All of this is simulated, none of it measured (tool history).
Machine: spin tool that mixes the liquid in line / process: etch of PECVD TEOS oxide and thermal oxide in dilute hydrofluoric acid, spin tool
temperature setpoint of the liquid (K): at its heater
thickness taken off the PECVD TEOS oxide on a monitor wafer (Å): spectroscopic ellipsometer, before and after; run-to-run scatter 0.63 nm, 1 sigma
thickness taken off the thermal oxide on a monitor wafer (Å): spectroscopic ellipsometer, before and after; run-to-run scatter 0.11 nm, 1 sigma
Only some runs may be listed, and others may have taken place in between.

run,hour,temperature setpoint of the liquid (K),parts of water to one part of 49 % hydrofluoric acid (parts by volume),time under the liquid (s),thickness taken off the PECVD TEOS oxide on a monitor wafer (Å),thickness taken off the thermal oxide on a monitor wafer (Å)
1,0,299.15,80,145,585.42,98.598
2,7.2,299.15,105,145,434.2,73.108
3,9,299.15,105,90,266,45.818
4,16.5,300.65,105,90,279.56,46.936
5,18.2,300.65,105,55,171.38,29.333
6,23.2,300.65,95,60,211.81,36.019
7,30.5,300.65,85,65,262.16,43.97
8,36.6,300.15,80,70,298.15,49.27
9,43.7,299.65,75,70,308.26,52.008
10,52.5,299.65,75,70,303.44,51.52

Expected results for the next run?
11,53.1,299.65,75,70,?,?

thickness taken off the PECVD TEOS oxide on a monitor wafer (Å): 305.85
thickness taken off the thermal oxide on a monitor wafer (Å): 51.968

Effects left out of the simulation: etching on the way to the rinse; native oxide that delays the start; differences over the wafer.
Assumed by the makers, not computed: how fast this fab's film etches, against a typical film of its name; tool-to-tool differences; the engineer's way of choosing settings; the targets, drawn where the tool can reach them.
